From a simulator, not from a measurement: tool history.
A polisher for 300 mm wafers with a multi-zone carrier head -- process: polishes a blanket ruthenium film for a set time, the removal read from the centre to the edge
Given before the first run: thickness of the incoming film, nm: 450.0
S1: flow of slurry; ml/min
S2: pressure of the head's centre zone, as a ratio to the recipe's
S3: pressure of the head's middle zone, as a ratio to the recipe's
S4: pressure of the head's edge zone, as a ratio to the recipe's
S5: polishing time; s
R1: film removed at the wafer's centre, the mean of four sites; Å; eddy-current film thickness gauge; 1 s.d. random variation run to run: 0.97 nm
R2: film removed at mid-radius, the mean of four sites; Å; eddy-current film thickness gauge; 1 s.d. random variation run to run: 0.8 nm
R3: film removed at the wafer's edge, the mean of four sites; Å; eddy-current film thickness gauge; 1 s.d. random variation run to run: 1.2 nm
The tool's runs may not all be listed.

run,hour,S1,S2,S3,S4,S5,R1,R2,R3
1,0,225,1,1,1,85,853.5,861.9,847.04
2,5.3,225,1,1,1,69,706.73,704.04,701.74
3,7.5,225,1,1,0.95,69,696.82,695.41,668.92
4,15.3,225,1,1,0.9,69,693.05,692.98,647.61
5,21.5,235,1.02,1.03,0.98,81,848.95,839.95,805.59
6,22.4,245,1.02,1.06,1.04,88,921.28,934.88,913.15
7,29.8,250,1.03,1.09,1.08,94,984.3,1015,975.96
8,31.2,265,1.03,1.1,1.11,99,1050.2,1082,1069.2
9,39.1,275,1.04,1.12,1.13,102,1096.6,1141.6,1104.9

What will run 10 give?
10,42.2,280,1.04,1.12,1.15,105,?,?,?

{"run 10": {"R1": 1110.9, "R2": 1171.2, "R3": 1141}}

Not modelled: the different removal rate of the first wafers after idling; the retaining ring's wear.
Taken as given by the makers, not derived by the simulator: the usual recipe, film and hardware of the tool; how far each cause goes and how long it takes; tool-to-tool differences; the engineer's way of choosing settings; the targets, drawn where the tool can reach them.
